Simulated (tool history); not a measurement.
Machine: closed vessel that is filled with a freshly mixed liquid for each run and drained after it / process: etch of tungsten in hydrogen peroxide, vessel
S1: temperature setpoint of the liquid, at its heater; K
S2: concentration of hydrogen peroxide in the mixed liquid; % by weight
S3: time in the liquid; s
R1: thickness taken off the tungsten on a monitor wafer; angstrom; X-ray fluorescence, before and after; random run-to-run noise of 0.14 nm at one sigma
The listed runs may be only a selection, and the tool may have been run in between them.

run	hour	S1	S2	S3	R1
1	0	315.15	17	30	367.08
2	1.7	315.15	17	30	365.88
3	10.4	315.15	17	30	369.79
4	18.2	321.65	17	30	552.81
5	26.7	321.65	17	30	553.51
6	33.1	328.65	17	30	837.42
7	37	323.15	16.5	30	596.96
8	39.5	323.15	16.5	30	608.64
9	45.4	315.15	15.5	30	353.5
10	51.7	312.65	15.5	30	296.69

Run 11, settings as shown, results not yet in. Your forecast:
11	58	311.15	15.5	30	?

R1: 269.35 angstrom

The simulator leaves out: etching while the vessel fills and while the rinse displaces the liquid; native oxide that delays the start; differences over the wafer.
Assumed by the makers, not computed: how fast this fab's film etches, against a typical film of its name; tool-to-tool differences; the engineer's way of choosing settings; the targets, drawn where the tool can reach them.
